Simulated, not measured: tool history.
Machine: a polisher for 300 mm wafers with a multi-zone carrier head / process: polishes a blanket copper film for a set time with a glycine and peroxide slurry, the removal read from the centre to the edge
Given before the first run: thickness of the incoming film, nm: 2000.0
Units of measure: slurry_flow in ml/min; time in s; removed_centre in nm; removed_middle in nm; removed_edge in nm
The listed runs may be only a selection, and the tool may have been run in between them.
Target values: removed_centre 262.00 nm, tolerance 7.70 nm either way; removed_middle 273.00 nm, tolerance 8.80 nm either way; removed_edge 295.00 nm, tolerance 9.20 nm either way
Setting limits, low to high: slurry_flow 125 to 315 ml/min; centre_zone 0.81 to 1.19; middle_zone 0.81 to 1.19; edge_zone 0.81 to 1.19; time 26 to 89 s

Run 1, day 0.000: slurry_flow 205 ml/min, centre_zone 1.00, middle_zone 1.00, edge_zone 1.00, time 57 s. Result: removed_centre 300.86 nm, removed_middle 287.90 nm, removed_edge 295.27 nm.
Run 2, day 0.042: slurry_flow 205 ml/min, centre_zone 0.96, middle_zone 1.00, edge_zone 1.00, time 57 s. Result: removed_centre 287.34 nm, removed_middle 287.12 nm, removed_edge 299.17 nm.
Run 3, day 0.400: slurry_flow 205 ml/min, centre_zone 1.03, middle_zone 1.00, edge_zone 1.00, time 57 s. Result: removed_centre 302.60 nm, removed_middle 285.33 nm, removed_edge 293.81 nm.
Run 4, day 0.517: slurry_flow 205 ml/min, centre_zone 1.03, middle_zone 1.00, edge_zone 1.00, time 43 s. Result: removed_centre 234.55 nm, removed_middle 215.31 nm, removed_edge 225.49 nm.
Run 5, day 0.583: slurry_flow 205 ml/min, centre_zone 1.03, middle_zone 1.00, edge_zone 1.00, time 57 s. Result: removed_centre 312.04 nm, removed_middle 290.01 nm, removed_edge 297.75 nm.
Run 6, day 0.754: slurry_flow 205 ml/min, centre_zone 1.03, middle_zone 1.00, edge_zone 1.00, time 44 s. Result: removed_centre 240.61 nm, removed_middle 218.32 nm, removed_edge 226.90 nm.
Run 7, day 1.104: slurry_flow 210 ml/min, centre_zone 1.02, middle_zone 1.01, edge_zone 1.02, time 45 s. Result: removed_centre 239.63 nm, removed_middle 227.71 nm, removed_edge 236.82 nm.
Run 8, day 1.417: slurry_flow 215 ml/min, centre_zone 1.02, middle_zone 1.01, edge_zone 1.04, time 46 s. Result: removed_centre 249.10 nm, removed_middle 231.42 nm, removed_edge 246.45 nm.
Run 9, day 1.750: slurry_flow 220 ml/min, centre_zone 1.02, middle_zone 1.02, edge_zone 1.06, time 46 s. Result: removed_centre 246.72 nm, removed_middle 233.15 nm, removed_edge 246.45 nm.

Which one of the following 4 next-run settings gets every result inside its allowed miss? There is exactly one.
Run A, day 2.083: slurry_flow 175 ml/min, centre_zone 0.98, middle_zone 1.01, edge_zone 1.09, time 55 s. Result: removed_centre ?, removed_middle ?, removed_edge ?.
Run B, day 2.083: slurry_flow 195 ml/min, centre_zone 0.81, middle_zone 0.91, edge_zone 1.18, time 59 s. Result: removed_centre ?, removed_middle ?, removed_edge ?.
Run C, day 2.083: slurry_flow 285 ml/min, centre_zone 0.92, middle_zone 1.02, edge_zone 1.16, time 52 s. Result: removed_centre ?, removed_middle ?, removed_edge ?.
Run D, day 2.083: slurry_flow 185 ml/min, centre_zone 0.90, middle_zone 0.96, edge_zone 1.18, time 53 s. Result: removed_centre ?, removed_middle ?, removed_edge ?.

move  removed_centre  removed_middle  removed_edge
   A          278.97          273.05        292.53
   B          250.32          271.30        327.08
   C          259.85          271.82        292.96
   D          248.38          253.49        292.56
A: brings the last run's worst result on target, with another outside its allowed miss
B: pushes the last run's worst result past its target
C: hits every target within its allowed miss
D: brings the last run's worst result on target, with another outside its allowed miss
The move that meets every target is C.
